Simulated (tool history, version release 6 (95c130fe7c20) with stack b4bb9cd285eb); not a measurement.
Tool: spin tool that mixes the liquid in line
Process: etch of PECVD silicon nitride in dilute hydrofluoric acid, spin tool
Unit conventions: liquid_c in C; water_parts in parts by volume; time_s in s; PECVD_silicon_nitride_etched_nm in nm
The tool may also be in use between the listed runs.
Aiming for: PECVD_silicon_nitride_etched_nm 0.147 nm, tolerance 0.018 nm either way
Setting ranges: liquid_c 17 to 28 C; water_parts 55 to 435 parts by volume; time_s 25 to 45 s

run	hour	liquid_c	water_parts	time_s	PECVD_silicon_nitride_etched_nm
1	0	20	245	45	0.2223
2	7.1	23	245	45	0.29012
3	15.8	23	160	45	0.43501
4	20.5	21	160	45	0.38299
5	29.3	20.5	190	40	0.26205
6	35.8	20	200	40	0.24807
7	41.9	19.5	210	40	0.2346
8	49.3	18	305	25	0.088636
9	57.4	18.5	300	25	0.098735
# hour 60.4: thermometer replaced
10	60.4	19	300	25	0.11655
11	68.5	19.5	300	25	0.11949

4 next moves are on the table. One of them brings every result within its allowed miss. Which?
A	76.6	22.5	275	25	?
B	76.6	18.5	280	25	?
C	76.6	19	365	25	?
D	76.6	17.5	360	25	?

move	PECVD_silicon_nitride_etched_nm
A	0.14801
B	0.11275
C	0.090297
D	0.08318
A: meets every target
B: lands further from the targets than the last run did
C: lands further from the targets than the last run did
D: lands further from the targets than the last run did
So the answer is move A, the one that meets all the targets.
